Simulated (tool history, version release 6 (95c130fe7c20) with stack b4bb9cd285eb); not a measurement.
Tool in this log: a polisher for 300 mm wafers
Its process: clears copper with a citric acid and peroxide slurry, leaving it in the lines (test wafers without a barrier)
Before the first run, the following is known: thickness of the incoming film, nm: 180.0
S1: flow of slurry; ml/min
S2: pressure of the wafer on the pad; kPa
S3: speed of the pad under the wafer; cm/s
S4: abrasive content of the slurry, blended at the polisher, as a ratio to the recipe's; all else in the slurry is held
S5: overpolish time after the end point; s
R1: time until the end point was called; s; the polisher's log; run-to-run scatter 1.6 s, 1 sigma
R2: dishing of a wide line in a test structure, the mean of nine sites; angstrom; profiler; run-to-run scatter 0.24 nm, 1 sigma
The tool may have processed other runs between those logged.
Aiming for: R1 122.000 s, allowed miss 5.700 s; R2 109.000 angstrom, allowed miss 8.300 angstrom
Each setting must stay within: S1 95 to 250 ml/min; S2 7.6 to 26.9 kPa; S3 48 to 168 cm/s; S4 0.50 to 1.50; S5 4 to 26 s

Run 1, hour 0.0: S1 160 ml/min, S2 17.2 kPa, S3 108 cm/s, S4 1.00, S5 13 s. Result: R1 82.378 s, R2 223.800 angstrom.
Run 2, hour 8.6: S1 135 ml/min, S2 17.2 kPa, S3 108 cm/s, S4 1.00, S5 13 s. Result: R1 82.318 s, R2 218.730 angstrom.
Run 3, hour 13.1: S1 135 ml/min, S2 17.2 kPa, S3 108 cm/s, S4 1.15, S5 13 s. Result: R1 79.324 s, R2 228.940 angstrom.
Run 4, hour 21.3: S1 135 ml/min, S2 21.4 kPa, S3 108 cm/s, S4 1.15, S5 13 s. Result: R1 66.759 s, R2 265.330 angstrom.
Run 5, hour 28.1: S1 135 ml/min, S2 21.4 kPa, S3 108 cm/s, S4 1.00, S5 13 s. Result: R1 69.153 s, R2 262.070 angstrom.
Run 6, hour 30.6: S1 135 ml/min, S2 17.9 kPa, S3 106 cm/s, S4 1.00, S5 12 s. Result: R1 81.324 s, R2 210.270 angstrom.
Run 7, hour 33.8: S1 135 ml/min, S2 15.9 kPa, S3 104 cm/s, S4 1.00, S5 11 s. Result: R1 93.166 s, R2 169.330 angstrom.
Run 8, hour 38.7: S1 135 ml/min, S2 14.5 kPa, S3 104 cm/s, S4 1.00, S5 10 s. Result: R1 98.231 s, R2 146.980 angstrom.
Run 9, hour 43.4: S1 135 ml/min, S2 13.1 kPa, S3 104 cm/s, S4 1.00, S5 10 s. Result: R1 107.880 s, R2 133.850 angstrom.
Run 10, hour 44.6: S1 135 ml/min, S2 12.4 kPa, S3 104 cm/s, S4 1.00, S5 10 s. Result: R1 111.270 s, R2 133.070 angstrom.
Run 11, hour 50.5: S1 135 ml/min, S2 11.7 kPa, S3 104 cm/s, S4 1.00, S5 10 s. Result: R1 116.060 s, R2 127.990 angstrom.

Consider the 5 candidate settings below. Which is the only one whose results all fall within their allowed miss of target?
Run A, hour 56.4: S1 115 ml/min, S2 13.8 kPa, S3 102 cm/s, S4 1.05, S5 10 s. Result: R1 ?, R2 ?.
Run B, hour 56.4: S1 95 ml/min, S2 7.6 kPa, S3 162 cm/s, S4 0.70, S5 8 s. Result: R1 ?, R2 ?.
Run C, hour 56.4: S1 135 ml/min, S2 11.0 kPa, S3 102 cm/s, S4 1.00, S5 9 s. Result: R1 ?, R2 ?.
Run D, hour 56.4: S1 115 ml/min, S2 13.8 kPa, S3 98 cm/s, S4 1.05, S5 8 s. Result: R1 ?, R2 ?.
Run E, hour 56.4: S1 160 ml/min, S2 13.8 kPa, S3 94 cm/s, S4 1.10, S5 9 s. Result: R1 ?, R2 ?.

move       R1       R2
   A  103.700  138.420
   B  118.360   97.876
   C  119.920  108.700
   D  107.770  107.810
   E  104.660  124.130
A: the biggest miss grows against the last run
B: the result that was furthest off in the last run now lies on the other side of its target
C: hits every target within its allowed miss
D: corrects the largest miss of the last run, while another result sits out of spec
E: the biggest miss grows against the last run
The move that meets every target is C.

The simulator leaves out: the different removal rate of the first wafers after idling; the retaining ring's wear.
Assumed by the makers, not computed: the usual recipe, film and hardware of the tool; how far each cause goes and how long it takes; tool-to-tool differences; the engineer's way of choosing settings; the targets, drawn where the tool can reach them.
